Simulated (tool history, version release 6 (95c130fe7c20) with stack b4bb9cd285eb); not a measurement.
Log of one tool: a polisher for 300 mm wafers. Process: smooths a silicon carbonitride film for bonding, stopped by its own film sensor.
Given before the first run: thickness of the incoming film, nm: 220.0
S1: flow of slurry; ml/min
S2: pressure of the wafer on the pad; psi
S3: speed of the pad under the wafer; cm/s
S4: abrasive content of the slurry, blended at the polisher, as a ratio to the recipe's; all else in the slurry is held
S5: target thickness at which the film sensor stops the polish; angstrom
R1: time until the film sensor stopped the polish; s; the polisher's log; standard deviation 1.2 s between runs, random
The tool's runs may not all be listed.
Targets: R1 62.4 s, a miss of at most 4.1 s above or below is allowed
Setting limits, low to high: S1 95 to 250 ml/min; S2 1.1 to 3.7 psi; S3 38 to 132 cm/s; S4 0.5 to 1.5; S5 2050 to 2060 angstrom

run 1 hour=0 | S1=160 S2=2.4 S3=84 S4=1 S5=2050 | R1=42.803
run 2 hour=2.3 | S1=160 S2=2.4 S3=84 S4=0.9 S5=2050 | R1=47.959
run 3 hour=5.6 | S1=160 S2=2.3 S3=84 S4=0.9 S5=2050 | R1=47.757
run 4 hour=13.5 | S1=160 S2=2.2 S3=82 S4=0.9 S5=2050 | R1=49.582
run 5 hour=17.1 | S1=160 S2=2.2 S3=100 S4=0.9 S5=2050 | R1=43.156
run 6 hour=21.8 | S1=190 S2=2.2 S3=100 S4=0.9 S5=2050 | R1=42.366
run 7 hour=25.2 | S1=190 S2=2 S3=98 S4=0.9 S5=2050 | R1=47.001
run 8 hour=32.3 | S1=190 S2=1.9 S3=96 S4=0.9 S5=2050 | R1=50.367
run 9 hour=40.9 | S1=190 S2=1.8 S3=96 S4=0.9 S5=2050 | R1=52.789
run 10 hour=48.5 | S1=190 S2=1.4 S3=94 S4=0.9 S5=2050 | R1=67.777

Pick the move, out of 5, that brings all results within their allowed miss; only one does.
run A hour=56.1 | S1=190 S2=1.1 S3=100 S4=0.9 S5=2060 | R1=?
run B hour=56.1 | S1=140 S2=2.2 S3=78 S4=0.7 S5=2050 | R1=?
run C hour=56.1 | S1=210 S2=1.4 S3=76 S4=1.05 S5=2060 | R1=?
run D hour=56.1 | S1=190 S2=1.3 S3=94 S4=0.85 S5=2060 | R1=?
run E hour=56.1 | S1=150 S2=1.6 S3=120 S4=0.7 S5=2060 | R1=?

move=A R1=78.037
move=B R1=62.05
move=C R1=70.007
move=D R1=71.877
move=E R1=56.338
A: lands further from the targets than the last run did
B: every result lands within tolerance
C: lands further from the targets than the last run did
D: lands further from the targets than the last run did
E: carries the result that was furthest off beyond its target, to the other side
Move B is the one to make.
